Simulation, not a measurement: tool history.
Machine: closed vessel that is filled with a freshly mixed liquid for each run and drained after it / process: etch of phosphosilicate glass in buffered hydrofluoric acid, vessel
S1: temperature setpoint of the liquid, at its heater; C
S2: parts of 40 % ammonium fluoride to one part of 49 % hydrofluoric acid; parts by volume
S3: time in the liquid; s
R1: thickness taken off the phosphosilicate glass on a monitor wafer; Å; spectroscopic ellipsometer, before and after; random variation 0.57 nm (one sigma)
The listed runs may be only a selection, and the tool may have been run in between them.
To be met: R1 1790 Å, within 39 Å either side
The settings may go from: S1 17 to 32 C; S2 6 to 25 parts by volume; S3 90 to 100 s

run	day	S1	S2	S3	R1
1	0	25	15.5	90	2896.6
2	0.133	22.5	16	90	2447.7
3	0.204	21	16	90	2245.4
4	0.254	21	16	100	2510.6
5	0.354	21	16	100	2490.2
6	0.529	22.5	16	100	2720.5
7	0.854	22.5	16	100	2712.5
8	1.175	21	16.5	100	2416.5
9	1.408	20	17	100	2226.7
10	1.633	19	17	100	2094.3

5 candidate next runs follow, results not yet known. Just one meets every target within its allowed miss. Identify it.
A	1.858	18.5	18.5	90	?
B	1.858	17	18	100	?
C	1.858	20	20.5	90	?
D	1.858	18	18	100	?
E	1.858	18	18	90	?

move	R1
A	1686.2
B	1767.4
C	1670.4
D	1871.1
E	1684
A: takes the result that was furthest off past its target
B: all results land within tolerance of their targets
C: takes the result that was furthest off past its target
D: an improvement on the last run, though not all results are within tolerance
E: takes the result that was furthest off past its target
The move that meets every target is B.

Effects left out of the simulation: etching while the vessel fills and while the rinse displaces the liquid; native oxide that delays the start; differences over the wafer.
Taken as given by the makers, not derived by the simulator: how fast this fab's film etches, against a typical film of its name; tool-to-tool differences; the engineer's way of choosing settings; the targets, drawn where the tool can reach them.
